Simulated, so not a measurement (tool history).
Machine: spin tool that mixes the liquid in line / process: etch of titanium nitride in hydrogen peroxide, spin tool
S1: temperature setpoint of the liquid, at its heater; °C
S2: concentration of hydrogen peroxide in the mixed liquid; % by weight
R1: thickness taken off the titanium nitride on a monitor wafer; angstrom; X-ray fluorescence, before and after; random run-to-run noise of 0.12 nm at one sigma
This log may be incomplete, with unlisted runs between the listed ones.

Run 1, hour 0.0: S1 50.0 °C, S2 18.5 % by weight, time under the liquid (s) 285. Result: R1 89.168 angstrom.
Run 2, hour 3.1: S1 52.0 °C, S2 18.5 % by weight, time under the liquid (s) 285. Result: R1 103.000 angstrom.
Run 3, hour 4.3: S1 52.0 °C, S2 16.0 % by weight, time under the liquid (s) 285. Result: R1 99.658 angstrom.
Run 4, hour 9.2: S1 52.0 °C, S2 18.0 % by weight, time under the liquid (s) 285. Result: R1 101.290 angstrom.
Run 5, hour 15.3: S1 52.0 °C, S2 16.5 % by weight, time under the liquid (s) 285. Result: R1 102.320 angstrom.
Run 6, hour 21.8: S1 53.5 °C, S2 16.5 % by weight, time under the liquid (s) 285. Result: R1 110.890 angstrom.

For run 7, what comes out?
Run 7, hour 25.6: S1 54.5 °C, S2 16.5 % by weight, time under the liquid (s) 285. Result: R1 ?.

R1: 118.320 angstrom

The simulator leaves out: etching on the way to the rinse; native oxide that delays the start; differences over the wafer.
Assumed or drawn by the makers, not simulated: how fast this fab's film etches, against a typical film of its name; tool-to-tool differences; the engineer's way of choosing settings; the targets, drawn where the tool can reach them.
